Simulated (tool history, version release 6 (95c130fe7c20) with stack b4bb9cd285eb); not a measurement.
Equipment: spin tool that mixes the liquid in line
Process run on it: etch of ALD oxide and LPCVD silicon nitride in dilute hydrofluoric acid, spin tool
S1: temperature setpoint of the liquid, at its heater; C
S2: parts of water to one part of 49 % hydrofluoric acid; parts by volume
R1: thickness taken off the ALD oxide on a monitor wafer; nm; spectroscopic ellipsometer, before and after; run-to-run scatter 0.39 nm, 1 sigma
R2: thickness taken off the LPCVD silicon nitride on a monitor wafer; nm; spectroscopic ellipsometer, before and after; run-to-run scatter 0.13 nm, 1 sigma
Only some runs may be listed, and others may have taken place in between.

run 1 hour=0 | S1=23 S2=120 time_under_the_liquid_(s)=180 | R1=11.175 R2=0.5768
run 2 hour=2.3 | S1=21 S2=120 time_under_the_liquid_(s)=180 | R1=10.51 R2=0.5135
run 3 hour=5.7 | S1=21.5 S2=110 time_under_the_liquid_(s)=190 | R1=12.475 R2=0.63625
run 4 hour=8.6 | S1=21.5 S2=110 time_under_the_liquid_(s)=265 | R1=17.469 R2=0.84176
run 5 hour=9.3 | S1=22 S2=100 time_under_the_liquid_(s)=265 | R1=20.006 R2=0.9051
run 6 hour=14.1 | S1=23 S2=95 time_under_the_liquid_(s)=265 | R1=21.702 R2=1.0537
run 7 hour=19.8 | S1=25 S2=45 time_under_the_liquid_(s)=295 | R1=59.595 R2=3.0052
run 8 hour=27 | S1=24.5 S2=45 time_under_the_liquid_(s)=295 | R1=57.862 R2=2.794

What does the tool deliver on the next run?
run 9 hour=28.4 | S1=23 S2=45 time_under_the_liquid_(s)=295 | R1=? R2=?

Run 9 gave R1 54.553 nm, R2 2.3498 nm.

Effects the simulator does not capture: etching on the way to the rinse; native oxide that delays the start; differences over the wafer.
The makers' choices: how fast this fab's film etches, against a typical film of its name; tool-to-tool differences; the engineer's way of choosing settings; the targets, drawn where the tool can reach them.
